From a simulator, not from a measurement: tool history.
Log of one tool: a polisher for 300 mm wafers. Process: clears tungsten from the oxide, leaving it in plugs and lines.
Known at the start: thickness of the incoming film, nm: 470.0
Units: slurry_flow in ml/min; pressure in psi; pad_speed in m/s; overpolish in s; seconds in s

run 1 hour=0.0 | slurry_flow=185 pressure=2.4 pad_speed=1.32 slurry_solids=1.00 overpolish=12 | seconds=109.770
run 2 hour=6.3 | slurry_flow=185 pressure=2.4 pad_speed=1.32 slurry_solids=0.85 overpolish=12 | seconds=115.800
run 3 hour=7.0 | slurry_flow=185 pressure=2.4 pad_speed=1.32 slurry_solids=0.85 overpolish=12 | seconds=114.370
run 4 hour=12.3 | slurry_flow=185 pressure=2.9 pad_speed=1.32 slurry_solids=0.85 overpolish=12 | seconds=95.312
run 5 hour=13.0 | slurry_flow=185 pressure=3.5 pad_speed=1.32 slurry_solids=0.85 overpolish=12 | seconds=81.362
run 6 hour=21.6 | slurry_flow=185 pressure=3.5 pad_speed=1.32 slurry_solids=0.85 overpolish=12 | seconds=80.291
run 7 hour=24.3 | slurry_flow=185 pressure=3.0 pad_speed=1.30 slurry_solids=0.85 overpolish=12 | seconds=95.816
run 8 hour=31.4 | slurry_flow=185 pressure=2.6 pad_speed=1.28 slurry_solids=0.85 overpolish=12 | seconds=109.210
run 9 hour=38.6 | slurry_flow=185 pressure=2.3 pad_speed=1.26 slurry_solids=0.85 overpolish=12 | seconds=126.680
run 10 hour=44.3 | slurry_flow=185 pressure=2.1 pad_speed=1.26 slurry_solids=0.85 overpolish=12 | seconds=135.970
run 11 hour=47.4 | slurry_flow=185 pressure=1.9 pad_speed=1.26 slurry_solids=0.85 overpolish=12 | seconds=147.780

Run 12 comes next. What will it give?
run 12 hour=50.3 | slurry_flow=180 pressure=1.3 pad_speed=1.24 slurry_solids=0.85 overpolish=12 | seconds=?

{"run 12": {"seconds": 213.07}}
